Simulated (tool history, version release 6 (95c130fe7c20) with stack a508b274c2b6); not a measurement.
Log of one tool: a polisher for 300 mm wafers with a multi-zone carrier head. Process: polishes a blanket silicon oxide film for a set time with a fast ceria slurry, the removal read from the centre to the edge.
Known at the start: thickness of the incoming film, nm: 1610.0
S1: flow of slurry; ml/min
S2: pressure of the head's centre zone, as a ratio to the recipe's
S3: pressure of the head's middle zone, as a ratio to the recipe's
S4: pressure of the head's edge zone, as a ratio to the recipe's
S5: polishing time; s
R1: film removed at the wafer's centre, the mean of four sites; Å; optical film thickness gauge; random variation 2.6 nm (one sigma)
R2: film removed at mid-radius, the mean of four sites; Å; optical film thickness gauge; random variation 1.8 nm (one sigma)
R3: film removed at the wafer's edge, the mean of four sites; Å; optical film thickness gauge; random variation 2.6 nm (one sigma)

run	day	S1	S2	S3	S4	S5	R1	R2	R3
1	0	295	1	1	1	35	4553.9	4587.2	4577.7
2	0.329	275	1	0.98	0.95	29	3749.9	3684.7	3733.2
3	0.567	265	1.01	0.99	0.91	25	3264.2	3179.7	3094.6
4	0.75	265	1.01	0.99	0.91	29	3805.5	3753.1	3564.2
5	1.125	260	1.01	0.98	0.88	26	3309.3	3335.4	3196.3
6	1.442	260	1.01	0.98	0.82	26	3322.9	3266.9	3026
7	1.538	270	1.02	0.93	0.81	16	2108	1944.1	1907.9
8	1.658	270	1.04	0.96	0.85	16	2135.6	1993	1956.3
9	1.888	270	1.07	0.99	0.89	17	2313.3	2179.8	2078.7
10	2.088	270	1.09	1	0.92	18	2524.3	2317.9	2248.9
11	2.225	270	1.09	1.01	0.93	18	2514.6	2346.3	2225.7
12	2.462	270	1.09	1.01	0.95	18	2518.1	2368.4	2246.2
13	2.512	270	1.09	1.01	0.97	18	2518.7	2399.1	2315

Run 14 comes next. What will it give?
14	2.775	270	1.1	1.01	0.98	18	?	?	?

Run 14 gave R1 2523.4 Å, R2 2356.7 Å, R3 2317.3 Å.
